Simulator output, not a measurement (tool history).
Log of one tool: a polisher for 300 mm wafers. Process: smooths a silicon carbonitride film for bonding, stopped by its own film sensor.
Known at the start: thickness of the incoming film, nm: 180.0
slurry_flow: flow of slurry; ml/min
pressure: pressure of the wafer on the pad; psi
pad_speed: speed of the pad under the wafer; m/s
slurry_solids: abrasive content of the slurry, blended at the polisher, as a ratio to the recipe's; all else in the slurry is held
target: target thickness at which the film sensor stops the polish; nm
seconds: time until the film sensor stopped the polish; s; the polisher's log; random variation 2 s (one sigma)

run 1 hour=0 | slurry_flow=250 pressure=1.5 pad_speed=1 slurry_solids=1 target=160 | seconds=94.066
run 2 hour=3.2 | slurry_flow=250 pressure=1.4 pad_speed=1 slurry_solids=1 target=160 | seconds=100.67
run 3 hour=5.5 | slurry_flow=250 pressure=1.4 pad_speed=1 slurry_solids=1 target=159 | seconds=106.83
run 4 hour=11.2 | slurry_flow=250 pressure=1.4 pad_speed=1.12 slurry_solids=1 target=159 | seconds=97.047
run 5 hour=12.4 | slurry_flow=295 pressure=1.4 pad_speed=1.12 slurry_solids=1 target=159 | seconds=92.302
run 6 hour=16.1 | slurry_flow=290 pressure=1.3 pad_speed=1.12 slurry_solids=1 target=159 | seconds=101.8
run 7 hour=18.1 | slurry_flow=290 pressure=1.2 pad_speed=1.12 slurry_solids=1 target=159 | seconds=109.58
run 8 hour=25.2 | slurry_flow=285 pressure=1.1 pad_speed=1.12 slurry_solids=1 target=159 | seconds=118.89
run 9 hour=26.5 | slurry_flow=280 pressure=1.1 pad_speed=1.12 slurry_solids=1 target=159 | seconds=119.8

Forecast run 10:
run 10 hour=33.4 | slurry_flow=275 pressure=1.1 pad_speed=1.12 slurry_solids=1 target=159 | seconds=?

Run 10 gave seconds 118.53 s.
